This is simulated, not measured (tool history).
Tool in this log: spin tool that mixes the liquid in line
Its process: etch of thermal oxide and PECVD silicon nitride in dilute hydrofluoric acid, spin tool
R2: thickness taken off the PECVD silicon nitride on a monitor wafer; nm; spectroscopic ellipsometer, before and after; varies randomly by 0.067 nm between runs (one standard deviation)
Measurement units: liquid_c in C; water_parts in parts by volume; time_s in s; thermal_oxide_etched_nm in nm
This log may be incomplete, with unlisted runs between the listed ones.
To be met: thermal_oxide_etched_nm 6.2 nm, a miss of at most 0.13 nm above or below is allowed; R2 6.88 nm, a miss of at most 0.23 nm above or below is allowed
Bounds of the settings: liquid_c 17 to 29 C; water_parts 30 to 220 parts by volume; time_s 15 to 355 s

{"run": 1, "hour": 0.0, "liquid_c": 21, "water_parts": 125, "time_s": 180, "thermal_oxide_etched_nm": 5.146, "R2": 4.2058}
{"run": 2, "hour": 4.2, "liquid_c": 21, "water_parts": 95, "time_s": 180, "thermal_oxide_etched_nm": 6.9604, "R2": 5.4662}
{"run": 3, "hour": 6.8, "liquid_c": 23, "water_parts": 110, "time_s": 185, "thermal_oxide_etched_nm": 6.6382, "R2": 5.637}
{"run": 4, "hour": 10.5, "liquid_c": 23, "water_parts": 140, "time_s": 185, "thermal_oxide_etched_nm": 5.0528, "R2": 4.5309}
{"run": 5, "hour": 16.1, "liquid_c": 20.5, "water_parts": 140, "time_s": 185, "thermal_oxide_etched_nm": 4.5221, "R2": 3.8099}
{"run": 6, "hour": 23.6, "liquid_c": 20.5, "water_parts": 175, "time_s": 185, "thermal_oxide_etched_nm": 3.5329, "R2": 3.0618}
{"run": 7, "hour": 30.8, "liquid_c": 22.5, "water_parts": 170, "time_s": 190, "thermal_oxide_etched_nm": 4.0522, "R2": 3.6705}
{"hour": 32.4, "done": "thermometer replaced"}
{"run": 8, "hour": 32.4, "liquid_c": 24, "water_parts": 165, "time_s": 195, "thermal_oxide_etched_nm": 4.964, "R2": 5.0347}
{"run": 9, "hour": 34.4, "liquid_c": 24.5, "water_parts": 160, "time_s": 195, "thermal_oxide_etched_nm": 5.2266, "R2": 5.2856}
{"run": 10, "hour": 35.6, "liquid_c": 25, "water_parts": 160, "time_s": 195, "thermal_oxide_etched_nm": 5.3333, "R2": 5.5696}
{"run": 11, "hour": 44.0, "liquid_c": 27.5, "water_parts": 150, "time_s": 190, "thermal_oxide_etched_nm": 6.1655, "R2": 6.5126}

Below are 4 possible settings for the next run. Only one of them brings all results inside the allowed miss of their targets. Which is it?
{"run": "A", "hour": 52.4, "liquid_c": 29, "water_parts": 135, "time_s": 160, "thermal_oxide_etched_nm": "?", "R2": "?"}
{"run": "B", "hour": 52.4, "liquid_c": 27.5, "water_parts": 95, "time_s": 115, "thermal_oxide_etched_nm": "?", "R2": "?"}
{"run": "C", "hour": 52.4, "liquid_c": 26.5, "water_parts": 145, "time_s": 185, "thermal_oxide_etched_nm": "?", "R2": "?"}
{"run": "D", "hour": 52.4, "liquid_c": 25.5, "water_parts": 140, "time_s": 185, "thermal_oxide_etched_nm": "?", "R2": "?"}

move=A thermal_oxide_etched_nm=6.2525 R2=6.8148
move=B thermal_oxide_etched_nm=6.3643 R2=6.3359
move=C thermal_oxide_etched_nm=6.0579 R2=6.2699
move=D thermal_oxide_etched_nm=6.079 R2=6.0931
A: every result lands within tolerance
B: lands further from the targets than the last run did
C: lands further from the targets than the last run did
D: lands further from the targets than the last run did
A meets every target.
